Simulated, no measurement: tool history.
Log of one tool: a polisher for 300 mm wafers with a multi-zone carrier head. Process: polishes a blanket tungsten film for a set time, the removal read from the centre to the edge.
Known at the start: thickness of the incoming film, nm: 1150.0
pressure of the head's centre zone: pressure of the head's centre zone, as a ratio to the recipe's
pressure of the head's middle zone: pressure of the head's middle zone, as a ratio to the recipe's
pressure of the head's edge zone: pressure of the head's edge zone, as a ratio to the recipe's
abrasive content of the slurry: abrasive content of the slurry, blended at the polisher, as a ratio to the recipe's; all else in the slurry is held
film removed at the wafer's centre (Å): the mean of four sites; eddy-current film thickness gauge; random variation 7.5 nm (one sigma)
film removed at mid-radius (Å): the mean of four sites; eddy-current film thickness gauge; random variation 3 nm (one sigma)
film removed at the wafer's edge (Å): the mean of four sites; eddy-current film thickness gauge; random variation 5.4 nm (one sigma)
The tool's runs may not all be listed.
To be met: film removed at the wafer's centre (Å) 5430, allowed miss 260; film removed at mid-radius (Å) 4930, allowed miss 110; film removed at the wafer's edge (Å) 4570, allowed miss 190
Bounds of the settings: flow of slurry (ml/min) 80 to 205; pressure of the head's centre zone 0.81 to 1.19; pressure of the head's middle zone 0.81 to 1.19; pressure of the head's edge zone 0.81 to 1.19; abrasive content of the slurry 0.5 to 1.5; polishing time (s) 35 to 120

run	hour	flow of slurry (ml/min)	pressure of the head's centre zone	pressure of the head's middle zone	pressure of the head's edge zone	abrasive content of the slurry	polishing time (s)	film removed at the wafer's centre (Å)	film removed at mid-radius (Å)	film removed at the wafer's edge (Å)
1	0	135	1	1	1	1	77	3162.7	3187.2	3215.5
2	5.8	145	1.03	1.02	1.01	1.05	78	3394.7	3349.6	3215.2
3	6.9	145	1.03	1.02	1.01	0.9	78	3340.5	3205.5	3157.1
4	9.1	145	1.05	1.02	1.02	1	81	3587.7	3376.5	3387.1
5	16.6	145	1.05	1.02	1.1	1	81	3482.4	3385.8	3522.5
6	19.4	145	1.05	1.02	1.1	1.2	81	3663.4	3512.9	3579.5
7	25.8	150	1.06	1.03	1.11	1.25	83	3851.3	3706.7	3797.2
8	26.7	155	1.08	1.05	1.11	1.3	84	4007.4	3841.4	3818.8
9	32.2	155	1.08	1.05	1.11	1.3	84	4088.2	3826.3	3805
10	41	160	1.09	1.06	1.12	1.35	86	4307.2	3983	4013.1
11	46.9	165	1.1	1.08	1.12	1.35	87	4294.1	4127.3	4044.5
12	47.5	170	1.11	1.09	1.12	1.35	88	4393.3	4260.1	4166.6
13	56.2	170	1.12	1.09	1.11	1.35	89	4494.6	4295.1	4165.1

Which of these 4 next moves meets every target?
A	64.9	170	1.18	1.04	1.07	1.3	101	?	?	?
B	64.9	190	1.08	1.08	1.02	1.5	94	?	?	?
C	64.9	205	1.16	1.09	1.04	1.5	98	?	?	?
D	64.9	180	1.07	1.09	1.13	1.4	96	?	?	?

move	film removed at the wafer's centre (Å)	film removed at mid-radius (Å)	film removed at the wafer's edge (Å)
A	5408.4	4603.8	4549.8
B	4820.5	4625.3	4313.7
C	5461.1	4906.6	4567.1
D	4771.2	4661	4518.2
A: nearer than the last run, and not there yet
B: nearer than the last run, and not there yet
C: meets every target
D: nearer than the last run, and not there yet
Answer: C

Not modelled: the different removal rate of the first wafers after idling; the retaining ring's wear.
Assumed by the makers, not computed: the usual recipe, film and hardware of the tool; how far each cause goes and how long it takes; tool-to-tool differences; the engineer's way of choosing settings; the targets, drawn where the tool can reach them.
